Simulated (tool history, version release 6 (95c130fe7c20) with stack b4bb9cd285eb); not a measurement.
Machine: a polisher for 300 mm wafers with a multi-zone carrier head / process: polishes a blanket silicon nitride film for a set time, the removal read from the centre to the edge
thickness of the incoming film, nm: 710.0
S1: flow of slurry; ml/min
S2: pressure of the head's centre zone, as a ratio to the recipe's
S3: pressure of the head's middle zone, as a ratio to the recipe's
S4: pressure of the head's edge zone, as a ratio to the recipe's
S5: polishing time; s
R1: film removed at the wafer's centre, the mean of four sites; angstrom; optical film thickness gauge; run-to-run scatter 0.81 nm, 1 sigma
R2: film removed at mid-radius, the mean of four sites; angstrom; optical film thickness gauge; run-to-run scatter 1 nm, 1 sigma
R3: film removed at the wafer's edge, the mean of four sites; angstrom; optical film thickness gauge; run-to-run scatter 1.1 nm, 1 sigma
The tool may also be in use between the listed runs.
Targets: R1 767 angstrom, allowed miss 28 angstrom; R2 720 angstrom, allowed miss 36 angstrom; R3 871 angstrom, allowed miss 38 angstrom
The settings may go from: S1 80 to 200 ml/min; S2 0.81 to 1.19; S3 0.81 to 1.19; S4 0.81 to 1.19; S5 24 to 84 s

{"run": 1, "hour": 0.0, "S1": 130, "S2": 1, "S3": 1, "S4": 1, "S5": 54, "R1": 1175.8, "R2": 1179.6, "R3": 1214.5}
{"run": 2, "hour": 3.4, "S1": 160, "S2": 1, "S3": 1, "S4": 1, "S5": 54, "R1": 1276.9, "R2": 1241.9, "R3": 1247.2}
{"run": 3, "hour": 8.7, "S1": 155, "S2": 0.99, "S3": 0.97, "S4": 1, "S5": 51, "R1": 1151.7, "R2": 1121.4, "R3": 1150.4}
{"run": 4, "hour": 9.8, "S1": 155, "S2": 1.06, "S3": 0.97, "S4": 1, "S5": 51, "R1": 1225.4, "R2": 1123.9, "R3": 1149.3}
{"run": 5, "hour": 14.0, "S1": 155, "S2": 1.06, "S3": 0.9, "S4": 1, "S5": 51, "R1": 1227.7, "R2": 1025.5, "R3": 1146.8}
{"run": 6, "hour": 15.6, "S1": 155, "S2": 0.98, "S3": 0.9, "S4": 1, "S5": 51, "R1": 1137.4, "R2": 1041.2, "R3": 1142.4}
{"run": 7, "hour": 18.5, "S1": 150, "S2": 0.97, "S3": 0.89, "S4": 1, "S5": 49, "R1": 1085.6, "R2": 1012.7, "R3": 1101.7}
{"run": 8, "hour": 22.9, "S1": 140, "S2": 0.97, "S3": 0.88, "S4": 1.01, "S5": 47, "R1": 1026.4, "R2": 929.75, "R3": 1077.2}
{"run": 9, "hour": 25.2, "S1": 135, "S2": 0.96, "S3": 0.87, "S4": 1, "S5": 46, "R1": 976.27, "R2": 908.51, "R3": 1014.8}
{"run": 10, "hour": 25.8, "S1": 100, "S2": 0.92, "S3": 0.81, "S4": 1.1, "S5": 37, "R1": 670.55, "R2": 627.02, "R3": 816.57}
{"run": 11, "hour": 27.9, "S1": 105, "S2": 0.92, "S3": 0.82, "S4": 1.1, "S5": 37, "R1": 714.25, "R2": 660.19, "R3": 817.1}
{"run": 12, "hour": 30.8, "S1": 115, "S2": 0.91, "S3": 0.82, "S4": 1.1, "S5": 38, "R1": 727.43, "R2": 684.48, "R3": 855.13}
{"run": 13, "hour": 37.5, "S1": 115, "S2": 0.91, "S3": 0.82, "S4": 1.1, "S5": 38, "R1": 724.7, "R2": 678.41, "R3": 872.33}
{"run": 14, "hour": 39.8, "S1": 115, "S2": 0.91, "S3": 0.83, "S4": 1.1, "S5": 38, "R1": 716.92, "R2": 677.29, "R3": 868.02}

Of the 5 settings listed for the next run, only one would bring every result within its allowed miss of target. Which one?
{"run": "A", "hour": 42.1, "S1": 90, "S2": 0.86, "S3": 0.87, "S4": 1.19, "S5": 42, "R1": "?", "R2": "?", "R3": "?"}
{"run": "B", "hour": 42.1, "S1": 110, "S2": 0.88, "S3": 0.81, "S4": 1.17, "S5": 35, "R1": "?", "R2": "?", "R3": "?"}
{"run": "C", "hour": 42.1, "S1": 135, "S2": 0.94, "S3": 0.87, "S4": 1.13, "S5": 37, "R1": "?", "R2": "?", "R3": "?"}
{"run": "D", "hour": 42.1, "S1": 90, "S2": 0.91, "S3": 0.87, "S4": 1.05, "S5": 41, "R1": "?", "R2": "?", "R3": "?"}
{"run": "E", "hour": 42.1, "S1": 90, "S2": 0.82, "S3": 0.84, "S4": 0.97, "S5": 42, "R1": "?", "R2": "?", "R3": "?"}

move=A R1=693.19 R2=723.81 R3=922.71
move=B R1=637.86 R2=609.42 R3=797.15
move=C R1=765.98 R2=717.82 R3=858.16
move=D R1=716.38 R2=706.54 R3=845.05
move=E R1=660.53 R2=704.66 R3=833.32
A: lands further from the targets than the last run did
B: lands further from the targets than the last run did
C: hits every target within its allowed miss
D: about as far from the targets as the last run
E: lands further from the targets than the last run did
C meets every target.
